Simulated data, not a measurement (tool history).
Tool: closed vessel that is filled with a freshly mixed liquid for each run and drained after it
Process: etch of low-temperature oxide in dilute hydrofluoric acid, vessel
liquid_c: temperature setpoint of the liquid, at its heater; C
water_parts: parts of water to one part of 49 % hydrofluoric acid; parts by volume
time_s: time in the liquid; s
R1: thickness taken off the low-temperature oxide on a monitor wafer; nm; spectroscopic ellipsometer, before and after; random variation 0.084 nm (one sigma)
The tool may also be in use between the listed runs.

run 1 hour=0 | liquid_c=25 water_parts=190 time_s=30 | R1=5.7995
run 2 hour=3.1 | liquid_c=23.5 water_parts=190 time_s=30 | R1=5.4448
run 3 hour=5.3 | liquid_c=25 water_parts=190 time_s=30 | R1=5.7997
run 4 hour=10.2 | liquid_c=25 water_parts=155 time_s=30 | R1=7.305
run 5 hour=12.6 | liquid_c=27.5 water_parts=150 time_s=30 | R1=8.5305
run 6 hour=21 | liquid_c=27.5 water_parts=150 time_s=30 | R1=8.4865

Run 7 comes next. What will it give?
-- hour=22.7 hydrofluoric acid flow meter replaced
run 7 hour=22.7 | liquid_c=29 water_parts=150 time_s=30 | R1=?

{"run 7": {"R1": 7.8618}}
